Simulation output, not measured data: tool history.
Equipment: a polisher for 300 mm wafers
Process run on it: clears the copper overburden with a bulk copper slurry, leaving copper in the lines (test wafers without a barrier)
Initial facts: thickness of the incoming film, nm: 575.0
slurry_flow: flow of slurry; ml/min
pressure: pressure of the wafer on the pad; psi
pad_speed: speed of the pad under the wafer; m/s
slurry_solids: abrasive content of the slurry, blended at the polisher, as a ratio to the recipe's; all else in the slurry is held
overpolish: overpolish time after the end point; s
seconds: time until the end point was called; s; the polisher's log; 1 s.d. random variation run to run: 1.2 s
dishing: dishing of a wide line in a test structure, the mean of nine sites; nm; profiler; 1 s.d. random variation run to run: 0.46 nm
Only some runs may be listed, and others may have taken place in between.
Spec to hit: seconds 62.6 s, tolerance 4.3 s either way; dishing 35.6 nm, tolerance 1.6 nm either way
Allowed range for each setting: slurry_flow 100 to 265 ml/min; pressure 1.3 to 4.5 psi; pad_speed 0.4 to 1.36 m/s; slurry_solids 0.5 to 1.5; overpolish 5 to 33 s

| run | hour | slurry_flow | pressure | pad_speed | slurry_solids | overpolish | seconds | dishing |
|---|---|---|---|---|---|---|---|---|
| 1 | 0 | 170 | 2.9 | 0.88 | 1 | 17 | 75.855 | 85.664 |
| 2 | 0.9 | 175 | 2.4 | 1 | 1.05 | 13 | 76.378 | 66.685 |
| 3 | 2 | 195 | 2 | 1.06 | 1.2 | 10 | 86.638 | 50.302 |
| 4 | 5.5 | 220 | 1.8 | 1.16 | 1.3 | 8 | 83.874 | 41.974 |
| 5 | 7.7 | 260 | 1.8 | 1.16 | 1.3 | 8 | 79.192 | 41.856 |
| 6 | 12.6 | 260 | 1.8 | 1.16 | 1.3 | 5 | 83.238 | 27.75 |
| 7 | 14.4 | 250 | 2.1 | 1.16 | 1.3 | 5 | 67.38 | 32.342 |
| 8 | 19.7 | 245 | 2.1 | 1.16 | 1.3 | 5 | 68.673 | 31.961 |
| 9 | 26.6 | 245 | 2.4 | 1.16 | 1.3 | 6 | 61.095 | 42.327 |
| 10 | 27.9 | 250 | 2.4 | 1.16 | 1.25 | 6 | 63.458 | 41.641 |
| 11 | 35.4 | 250 | 2.4 | 1.16 | 1.3 | 6 | 61.875 | 41.279 |
| 12 | 43 | 255 | 2.4 | 1.16 | 1.25 | 6 | 63.067 | 41.065 |
| 13 | 51 | 255 | 2.4 | 1.16 | 1.3 | 6 | 61.829 | 42.484 |
| 14 | 54.6 | 260 | 2.4 | 1.18 | 1.2 | 6 | 62.061 | 42.191 |
| 15 | 56.7 | 260 | 2.4 | 1.18 | 1.25 | 6 | 60.174 | 41.722 |
| 16 | 57.7 | 260 | 2.3 | 1.18 | 1.3 | 6 | 62.756 | 40.192 |
| 17 | 61.8 | 260 | 2.3 | 1.18 | 1.35 | 6 | 62.35 | 41.323 |
| 18 | 65.6 | 260 | 2.3 | 1.18 | 1.25 | 6 | 64.011 | 41.373 |
| 19 | 71.4 | 260 | 2.3 | 1.18 | 1.3 | 6 | 62.078 | 40.723 |
|  | 74 | worn pad replaced by a new one |
| 20 | 74 | 260 | 2.3 | 1.18 | 1.35 | 6 | 54.714 | 45.254 |
| 21 | 80.1 | 260 | 2.2 | 1.18 | 1.35 | 6 | 58.191 | 44.487 |
| 22 | 80.7 | 265 | 2.2 | 1.18 | 1.35 | 5 | 58.167 | 38.072 |

5 next moves are on the table. One of them brings every result within its allowed miss. Which?
| A | 81.3 | 260 | 1.7 | 1.2 | 1.3 | 8 | ? | ? |
| B | 81.3 | 265 | 2.1 | 1.12 | 1.35 | 5 | ? | ? |
| C | 81.3 | 260 | 2 | 1.14 | 1.15 | 7 | ? | ? |
| D | 81.3 | 250 | 2.2 | 1.22 | 1.4 | 5 | ? | ? |
| E | 81.3 | 260 | 1.8 | 1.3 | 1.2 | 6 | ? | ? |

| move | seconds | dishing |
|---|---|---|
| A | 76.246 | 46.099 |
| B | 65.989 | 35.544 |
| C | 70.567 | 44.599 |
| D | 57.869 | 39.935 |
| E | 67.98 | 40.129 |
A: its largest miss is bigger than the last run's
B: each result inside its tolerance
C: its largest miss is bigger than the last run's
D: its largest miss is bigger than the last run's
E: its largest miss is bigger than the last run's
So the answer is move B, the one that meets all the targets.
